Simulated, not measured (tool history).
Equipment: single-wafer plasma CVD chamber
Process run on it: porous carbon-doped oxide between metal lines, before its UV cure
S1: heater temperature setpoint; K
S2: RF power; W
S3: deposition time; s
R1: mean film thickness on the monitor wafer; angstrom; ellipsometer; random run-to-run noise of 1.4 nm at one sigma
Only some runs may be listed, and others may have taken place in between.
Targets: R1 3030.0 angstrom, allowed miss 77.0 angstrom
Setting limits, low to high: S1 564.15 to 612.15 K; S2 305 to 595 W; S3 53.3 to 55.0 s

{"run": 1, "hour": 0.0, "S1": 588.15, "S2": 450, "S3": 53.3, "R1": 2265.2}
{"run": 2, "hour": 4.9, "S1": 598.15, "S2": 450, "S3": 53.3, "R1": 2162.7}
{"run": 3, "hour": 10.7, "S1": 595.15, "S2": 470, "S3": 53.5, "R1": 2303.9}
{"run": 4, "hour": 14.1, "S1": 595.15, "S2": 515, "S3": 53.5, "R1": 2489.0}
{"run": 5, "hour": 19.4, "S1": 595.15, "S2": 570, "S3": 53.5, "R1": 2734.2}
{"run": 6, "hour": 22.1, "S1": 595.15, "S2": 545, "S3": 53.5, "R1": 2624.5}
{"run": 7, "hour": 29.5, "S1": 595.15, "S2": 545, "S3": 53.5, "R1": 2618.4}
{"run": 8, "hour": 30.4, "S1": 592.15, "S2": 550, "S3": 53.5, "R1": 2688.1}

Of the 4 settings listed for the next run, only one would bring every result within its allowed miss of target. Which one?
{"run": "A", "hour": 31.3, "S1": 599.15, "S2": 505, "S3": 53.3, "R1": "?"}
{"run": "B", "hour": 31.3, "S1": 587.15, "S2": 565, "S3": 55.0, "R1": "?"}
{"run": "C", "hour": 31.3, "S1": 588.15, "S2": 595, "S3": 55.0, "R1": "?"}
{"run": "D", "hour": 31.3, "S1": 585.15, "S2": 570, "S3": 53.3, "R1": "?"}

move=A R1=2388.7
move=B R1=2888.6
move=C R1=2992.9
move=D R1=2853.4
A: its largest miss is bigger than the last run's
B: better than the last run, though not everything is in spec
C: every result lands within tolerance
D: better than the last run, though not everything is in spec
Go with C: it meets all targets.
